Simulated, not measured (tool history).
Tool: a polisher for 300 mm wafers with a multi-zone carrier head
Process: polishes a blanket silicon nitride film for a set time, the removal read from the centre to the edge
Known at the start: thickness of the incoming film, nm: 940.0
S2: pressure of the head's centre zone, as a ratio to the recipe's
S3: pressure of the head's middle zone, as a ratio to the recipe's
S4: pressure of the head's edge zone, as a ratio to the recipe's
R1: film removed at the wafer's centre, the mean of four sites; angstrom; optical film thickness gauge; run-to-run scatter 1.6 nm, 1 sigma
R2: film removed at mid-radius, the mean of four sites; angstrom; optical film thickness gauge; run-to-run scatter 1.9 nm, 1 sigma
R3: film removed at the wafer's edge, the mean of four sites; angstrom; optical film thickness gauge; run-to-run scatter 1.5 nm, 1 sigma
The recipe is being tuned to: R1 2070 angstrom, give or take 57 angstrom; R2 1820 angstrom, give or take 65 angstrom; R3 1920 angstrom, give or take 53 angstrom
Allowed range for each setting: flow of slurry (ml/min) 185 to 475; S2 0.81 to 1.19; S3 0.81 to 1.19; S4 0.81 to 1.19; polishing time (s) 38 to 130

{"run": 1, "hour": 0.0, "flow of slurry (ml/min)": 305, "S2": 1, "S3": 1, "S4": 1, "polishing time (s)": 84, "R1": 1542.4, "R2": 1593, "R3": 1547.4}
{"run": 2, "hour": 7.0, "flow of slurry (ml/min)": 305, "S2": 1, "S3": 1, "S4": 1, "polishing time (s)": 100, "R1": 1814.6, "R2": 1907.1, "R3": 1830.3}
{"run": 3, "hour": 10.8, "flow of slurry (ml/min)": 310, "S2": 1.01, "S3": 0.99, "S4": 1.01, "polishing time (s)": 100, "R1": 1858.4, "R2": 1874.3, "R3": 1878.2}
{"run": 4, "hour": 15.9, "flow of slurry (ml/min)": 310, "S2": 1.01, "S3": 0.99, "S4": 1.01, "polishing time (s)": 112, "R1": 2053.1, "R2": 2094.1, "R3": 2080.8}
{"run": 5, "hour": 23.4, "flow of slurry (ml/min)": 305, "S2": 1.01, "S3": 0.98, "S4": 1, "polishing time (s)": 112, "R1": 2067.2, "R2": 2076.7, "R3": 2061.5}
{"run": 6, "hour": 32.2, "flow of slurry (ml/min)": 305, "S2": 1.01, "S3": 0.98, "S4": 1.05, "polishing time (s)": 112, "R1": 2050.9, "R2": 2095.8, "R3": 2116.8}
{"run": 7, "hour": 40.8, "flow of slurry (ml/min)": 300, "S2": 1.01, "S3": 0.97, "S4": 1.04, "polishing time (s)": 112, "R1": 2078.3, "R2": 2041.1, "R3": 2084.7}
{"run": 8, "hour": 43.7, "flow of slurry (ml/min)": 295, "S2": 1.01, "S3": 0.96, "S4": 1.03, "polishing time (s)": 112, "R1": 2030.8, "R2": 2037, "R3": 2088.4}
{"run": 9, "hour": 48.7, "flow of slurry (ml/min)": 315, "S2": 1.11, "S3": 0.86, "S4": 0.93, "polishing time (s)": 107, "R1": 2168.3, "R2": 1785.9, "R3": 1933.3}

Below are 4 possible settings for the next run. Only one of them brings all results inside the allowed miss of their targets. Which is it?
{"run": "A", "hour": 53.7, "flow of slurry (ml/min)": 270, "S2": 1.05, "S3": 0.86, "S4": 0.9, "polishing time (s)": 109, "R1": "?", "R2": "?", "R3": "?"}
{"run": "B", "hour": 53.7, "flow of slurry (ml/min)": 290, "S2": 1.05, "S3": 0.87, "S4": 1.01, "polishing time (s)": 111, "R1": "?", "R2": "?", "R3": "?"}
{"run": "C", "hour": 53.7, "flow of slurry (ml/min)": 290, "S2": 1.09, "S3": 0.83, "S4": 0.89, "polishing time (s)": 111, "R1": "?", "R2": "?", "R3": "?"}
{"run": "D", "hour": 53.7, "flow of slurry (ml/min)": 355, "S2": 1.19, "S3": 0.83, "S4": 0.98, "polishing time (s)": 104, "R1": "?", "R2": "?", "R3": "?"}

move=A R1=2051.4 R2=1807.9 R3=1905.3
move=B R1=2103.1 R2=1869.5 R3=2057.8
move=C R1=2183.1 R2=1798.6 R3=1939.9
move=D R1=2273 R2=1710.3 R3=1923.7
A: meets every target
B: brings the last run's worst result on target, with another outside its allowed miss
C: the biggest miss grows against the last run
D: the biggest miss grows against the last run
The right move is A.
